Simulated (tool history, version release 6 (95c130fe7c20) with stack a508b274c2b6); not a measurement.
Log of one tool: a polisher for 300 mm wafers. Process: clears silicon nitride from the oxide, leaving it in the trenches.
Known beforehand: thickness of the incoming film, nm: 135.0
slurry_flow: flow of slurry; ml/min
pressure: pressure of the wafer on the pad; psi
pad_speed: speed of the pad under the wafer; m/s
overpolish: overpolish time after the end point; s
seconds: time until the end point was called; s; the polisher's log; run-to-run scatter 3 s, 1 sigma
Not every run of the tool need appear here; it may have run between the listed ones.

run 1 hour=0.0 | slurry_flow=175 pressure=3.1 pad_speed=0.90 overpolish=6 | seconds=145.56
run 2 hour=7.2 | slurry_flow=175 pressure=2.6 pad_speed=0.90 overpolish=6 | seconds=174.34
run 3 hour=8.7 | slurry_flow=175 pressure=2.3 pad_speed=0.90 overpolish=6 | seconds=192.92
run 4 hour=16.0 | slurry_flow=175 pressure=2.3 pad_speed=0.90 overpolish=4 | seconds=192.88
run 5 hour=24.8 | slurry_flow=175 pressure=2.3 pad_speed=0.90 overpolish=4 | seconds=195.69
run 6 hour=32.4 | slurry_flow=175 pressure=2.1 pad_speed=0.90 overpolish=4 | seconds=211.58
run 7 hour=36.2 | slurry_flow=175 pressure=2.0 pad_speed=0.90 overpolish=4 | seconds=221.41
run 8 hour=42.2 | slurry_flow=175 pressure=1.9 pad_speed=0.90 overpolish=4 | seconds=226.67
run 9 hour=45.7 | slurry_flow=170 pressure=1.4 pad_speed=0.90 overpolish=4 | seconds=307.94
run 10 hour=48.1 | slurry_flow=185 pressure=1.4 pad_speed=0.90 overpolish=4 | seconds=299.41
run 11 hour=53.4 | slurry_flow=185 pressure=1.5 pad_speed=0.90 overpolish=4 | seconds=284.40
run 12 hour=54.4 | slurry_flow=190 pressure=1.8 pad_speed=0.90 overpolish=4 | seconds=235.41

Run 13 has not been measured yet. What should we expect?
run 13 hour=57.5 | slurry_flow=185 pressure=1.8 pad_speed=0.90 overpolish=4 | seconds=?

seconds: 236.58 s
